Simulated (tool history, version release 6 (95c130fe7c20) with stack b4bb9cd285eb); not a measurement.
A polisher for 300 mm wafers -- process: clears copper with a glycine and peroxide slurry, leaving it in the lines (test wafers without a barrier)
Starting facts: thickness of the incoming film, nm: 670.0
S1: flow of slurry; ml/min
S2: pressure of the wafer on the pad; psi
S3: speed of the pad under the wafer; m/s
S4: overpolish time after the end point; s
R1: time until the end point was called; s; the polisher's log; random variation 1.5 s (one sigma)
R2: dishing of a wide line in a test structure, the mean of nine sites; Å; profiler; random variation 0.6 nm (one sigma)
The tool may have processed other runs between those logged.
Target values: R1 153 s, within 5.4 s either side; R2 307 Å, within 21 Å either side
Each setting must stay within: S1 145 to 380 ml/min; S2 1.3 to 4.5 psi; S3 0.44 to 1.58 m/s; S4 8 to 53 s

run  hour   S1   S2    S3  S4      R1      R2
  1     0  245  2.9     1  27  114.86  373.39
  2   7.2  230  2.7     1  23   122.9  368.17
  3   8.1  230  3.3     1  23  105.47  362.98
  4  10.6  230  3.9     1  23  91.436  348.57
  5  16.2  215  3.7  0.94  20  98.018  349.83
  6  21.8  215  3.7  0.72  20  121.18  355.98
  7  26.8  200  3.6   0.7  17  128.17  332.44
  8  30.1  195  3.5   0.7  15  131.49   303.2
  9  38.5  195  3.4   0.7  16  133.42  315.15
 10  39.9  195  3.3   0.7  16  138.29  317.98
 11  44.1  195  3.2   0.7  16   140.2  311.64

4 candidate next runs follow, results not yet known. Just one meets every target within its allowed miss. Identify it.
  A  48.3  185  2.7  0.78  23   ?   ?
  B  48.3  220  2.8   0.6  27   ?   ?
  C  48.3  255  3.9  0.52  16   ?   ?
  D  48.3  145  3.2  0.68  16   ?   ?

move      R1      R2
   A  148.78  338.13
   B  167.37  352.49
   C   139.3  304.84
   D  148.71  293.88
A: the worst result of the last run now meets its target, but another is out of spec
B: moves the result that the last run missed by most past its target, out the other side
C: further off than the last run
D: hits every target within its allowed miss
Go with D: it meets all targets.

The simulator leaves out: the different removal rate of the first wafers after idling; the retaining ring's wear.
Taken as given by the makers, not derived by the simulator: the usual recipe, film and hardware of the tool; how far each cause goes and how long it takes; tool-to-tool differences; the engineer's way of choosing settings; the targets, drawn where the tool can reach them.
